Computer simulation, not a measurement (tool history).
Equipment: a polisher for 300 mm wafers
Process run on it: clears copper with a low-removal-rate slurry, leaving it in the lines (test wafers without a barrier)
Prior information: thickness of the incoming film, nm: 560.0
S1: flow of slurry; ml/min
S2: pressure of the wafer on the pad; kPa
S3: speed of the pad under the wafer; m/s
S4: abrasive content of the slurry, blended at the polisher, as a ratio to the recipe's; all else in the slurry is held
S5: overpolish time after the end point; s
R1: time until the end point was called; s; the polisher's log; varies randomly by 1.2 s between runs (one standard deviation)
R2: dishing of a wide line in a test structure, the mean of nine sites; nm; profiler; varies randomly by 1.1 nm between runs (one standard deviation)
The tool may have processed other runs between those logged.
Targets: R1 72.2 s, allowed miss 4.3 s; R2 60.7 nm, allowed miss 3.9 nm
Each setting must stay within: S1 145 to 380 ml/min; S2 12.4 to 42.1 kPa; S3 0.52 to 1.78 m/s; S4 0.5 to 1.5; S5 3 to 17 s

run	hour	S1	S2	S3	S4	S5	R1	R2
1	0	245	26.9	1.14	1	9	119.23	30.81
2	2.1	245	28.3	1.14	1	9	113.75	31.118
3	6.6	295	28.3	1.14	1	9	110.88	32.783
4	9.4	345	28.3	1.14	1	9	107.95	32.656
5	12.2	345	28.3	1.14	1	12	109.87	41.001
6	19.6	345	28.3	1.14	1.2	12	105.51	43.937
7	25.5	345	29.6	1.14	1.2	12	101.29	45.605
8	32.5	345	29.6	1.14	1.2	12	104.46	45.423
9	40.4	345	31	1.14	1.2	12	98.478	46.603
10	41.2	345	32.4	1.14	1.2	12	94.96	49.492
11	50.2	345	33.8	1.14	1.2	12	93.556	51.526

Exercise: of the 5 proposed moves below, exactly one satisfies all targets within the stated allowed misses. Which move is it?
A	59.2	375	42.1	1.22	1.25	13	?	?
B	59.2	310	42.1	1.4	1.25	10	?	?
C	59.2	320	29.6	1.4	1.2	14	?	?
D	59.2	345	35.9	1.2	1.15	14	?	?
E	59.2	355	37.9	1.3	1.25	12	?	?

move	R1	R2
A	69.149	68.189
B	62.996	59.592
C	88.903	57.837
D	83.391	61.699
E	73.113	60.828
A: the worst result of the last run now meets its target, but another is out of spec
B: the result that was furthest off in the last run now lies on the other side of its target
C: nearer the targets than the last run, but a result is still out of spec
D: nearer the targets than the last run, but a result is still out of spec
E: all results land within tolerance of their targets
The move that meets every target is E.
